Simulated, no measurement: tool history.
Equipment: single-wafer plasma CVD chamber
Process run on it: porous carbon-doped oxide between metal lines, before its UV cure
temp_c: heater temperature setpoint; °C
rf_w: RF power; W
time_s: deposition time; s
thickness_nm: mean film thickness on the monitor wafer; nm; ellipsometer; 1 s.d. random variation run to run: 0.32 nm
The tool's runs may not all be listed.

{"run": 1, "hour": 0.0, "temp_c": 285, "rf_w": 445, "time_s": 26.9, "thickness_nm": 144.85}
{"run": 2, "hour": 4.9, "temp_c": 285, "rf_w": 445, "time_s": 26.9, "thickness_nm": 145.31}
{"run": 3, "hour": 13.5, "temp_c": 275, "rf_w": 445, "time_s": 26.9, "thickness_nm": 156.34}
{"run": 4, "hour": 19.6, "temp_c": 283, "rf_w": 445, "time_s": 26.9, "thickness_nm": 147.18}
{"run": 5, "hour": 24.0, "temp_c": 287, "rf_w": 440, "time_s": 26.9, "thickness_nm": 142.28}
{"run": 6, "hour": 26.5, "temp_c": 297, "rf_w": 440, "time_s": 26.9, "thickness_nm": 133.21}
{"run": 7, "hour": 34.7, "temp_c": 299, "rf_w": 440, "time_s": 26.9, "thickness_nm": 131.4}
{"run": 8, "hour": 37.6, "temp_c": 300, "rf_w": 440, "time_s": 26.9, "thickness_nm": 130.99}
{"run": 9, "hour": 41.1, "temp_c": 301, "rf_w": 440, "time_s": 26.9, "thickness_nm": 129.68}

Run 10 is up next; what results do you expect?
{"run": 10, "hour": 46.2, "temp_c": 302, "rf_w": 440, "time_s": 26.9, "thickness_nm": "?"}

{"run 10": {"thickness_nm": 129.24}}
